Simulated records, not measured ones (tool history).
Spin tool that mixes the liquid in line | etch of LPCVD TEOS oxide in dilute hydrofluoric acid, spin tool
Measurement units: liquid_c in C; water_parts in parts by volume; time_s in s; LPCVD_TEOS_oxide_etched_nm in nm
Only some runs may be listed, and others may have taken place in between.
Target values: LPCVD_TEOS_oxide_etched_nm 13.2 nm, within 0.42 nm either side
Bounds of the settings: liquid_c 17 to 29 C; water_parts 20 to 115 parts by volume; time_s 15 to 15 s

run	hour	liquid_c	water_parts	time_s	LPCVD_TEOS_oxide_etched_nm
1	0	21	65	15	7.5333
2	8.8	18	65	15	6.6721
3	11	20.5	60	15	8.1798
4	12.9	22	60	15	8.632
5	19.1	23.5	60	15	9.2344
6	22.9	25	60	15	9.7666
7	23.7	26	60	15	10.135
8	27	27	60	15	10.489
9	31.5	27.5	55	15	11.964
10	36	28	55	15	11.764
11	42.2	28.5	55	15	12.291
12	46.2	29	50	15	13.933

Next run, 4 choices. One meets every target within its allowed miss, the rest don't. Which?
A	50.2	28	50	15	?
B	50.2	28	45	15	?
C	50.2	29	45	15	?
D	50.2	28.5	45	15	?

move	LPCVD_TEOS_oxide_etched_nm
A	13.189
B	14.769
C	15.368
D	15.066
A: meets every target
B: further off than the last run
C: further off than the last run
D: further off than the last run
Go with A: it meets all targets.

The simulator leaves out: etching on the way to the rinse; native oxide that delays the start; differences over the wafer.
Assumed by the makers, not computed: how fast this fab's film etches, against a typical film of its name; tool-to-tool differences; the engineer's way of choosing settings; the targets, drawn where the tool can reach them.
